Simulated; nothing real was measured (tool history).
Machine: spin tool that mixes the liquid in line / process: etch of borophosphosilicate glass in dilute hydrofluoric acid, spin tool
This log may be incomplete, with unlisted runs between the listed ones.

run    day  temperature setpoint of the liquid (°C)  parts of water to one part of 49 % hydrofluoric acid (parts by volume)  time under the liquid (s)  thickness taken off the borophosphosilicate glass on a monitor wafer (Å)
  1      0                                       25                                                                      50                         15                                                                    151.13
  2   0.05                                     26.5                                                                      50                         15                                                                    159.99
  3  0.371                                     26.5                                                                      35                         15                                                                    237.92
  4  0.521                                     26.5                                                                      35                         15                                                                    234.38
  5  0.871                                     26.5                                                                      35                         15                                                                    231.75
  6  1.121                                     23.5                                                                      40                         15                                                                    179.58
  7  1.433                                     21.5                                                                      40                         15                                                                    164.84

Run 8 is up next; what results do you expect?
  8  1.462                                       20                                                                      40                         15                                                                         ?

Run 8 yielded thickness taken off the borophosphosilicate glass on a monitor wafer (Å) 156.79.
